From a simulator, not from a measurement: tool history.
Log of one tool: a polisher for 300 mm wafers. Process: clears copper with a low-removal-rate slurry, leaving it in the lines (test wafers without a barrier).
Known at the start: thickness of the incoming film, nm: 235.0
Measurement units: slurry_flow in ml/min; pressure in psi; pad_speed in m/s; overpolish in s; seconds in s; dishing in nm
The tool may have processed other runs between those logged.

run,day,slurry_flow,pressure,pad_speed,slurry_solids,overpolish,seconds,dishing
1,0.000,260,2.3,1.00,1.0,13,108.38,20.003
2,0.096,260,2.1,1.00,1.0,14,122.15,18.917
3,0.292,230,2.1,1.00,1.0,14,120.41,19.342
4,0.412,230,2.0,1.00,1.0,15,128.86,19.143
5,0.538,230,1.9,1.00,1.0,16,135.91,19.936
6,0.717,230,1.9,1.00,1.0,11,135.66,13.731

What will run 7 give?
7,0.846,230,1.9,1.00,1.0,11,?,?

seconds: 133.94 s
dishing: 14.033 nm
